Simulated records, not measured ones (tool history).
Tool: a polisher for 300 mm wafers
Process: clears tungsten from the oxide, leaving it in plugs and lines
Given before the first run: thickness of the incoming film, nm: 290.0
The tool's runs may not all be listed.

run	hour	flow of slurry (ml/min)	pressure of the wafer on the pad (kPa)	speed of the pad under the wafer (cm/s)	abrasive content of the slurry	overpolish time after the end point (s)	time until the end point was called (s)
1	0.0	305	24.1	98	1.00	8	66.706
2	6.4	305	24.1	98	1.00	8	65.506
3	10.3	305	24.1	98	1.15	8	64.366
4	12.9	305	22.8	98	1.15	8	66.220
5	14.3	305	20.7	98	1.15	8	73.725
6	21.4	305	20.7	98	1.25	8	71.997

Run 7, settings as shown, results not yet in. Your forecast:
7	22.2	305	20.0	98	1.25	8	?

time until the end point was called (s): 74.926
